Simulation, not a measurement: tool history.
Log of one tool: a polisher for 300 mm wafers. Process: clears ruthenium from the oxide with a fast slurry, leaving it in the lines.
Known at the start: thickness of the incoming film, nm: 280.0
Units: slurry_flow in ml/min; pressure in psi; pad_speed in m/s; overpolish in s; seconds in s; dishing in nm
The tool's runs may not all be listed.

run  hour  slurry_flow  pressure  pad_speed  slurry_solids  overpolish  seconds  dishing
  1     0          280       3.4        0.9              1          28   50.348    97.75
  2   8.2          280       3.5        0.9              1          29   49.062   105.07
  3  15.8          280       3.5        0.9              1          22   49.583    81.19
  4  23.8          280       3.5        0.9            0.9          22   52.393   79.868
  5  32.5          280       3.8        0.9            0.9          22   50.007   84.543
  6  36.5          235       3.8        0.9            0.9          22   49.666   79.571
  7  43.3          245       3.9        0.9            0.9          24   48.882   89.908
  8  49.8          250         4        0.9            0.9          25   48.509   93.994
  9  54.5          255       4.2        0.9            0.9          26   45.396   99.951
 10  61.2          260       4.3        0.9            0.9          27   44.915   103.87
 11  63.5          260       4.4        0.9            0.9          28   43.948    108.8
 12    65          260       4.5        0.9            0.9          29   43.552   111.35

Forecast run 13:
 13  65.6          260       4.6        0.9            0.9          30        ?        ?

{"run 13": {"seconds": 42.884, "dishing": 118.08}}
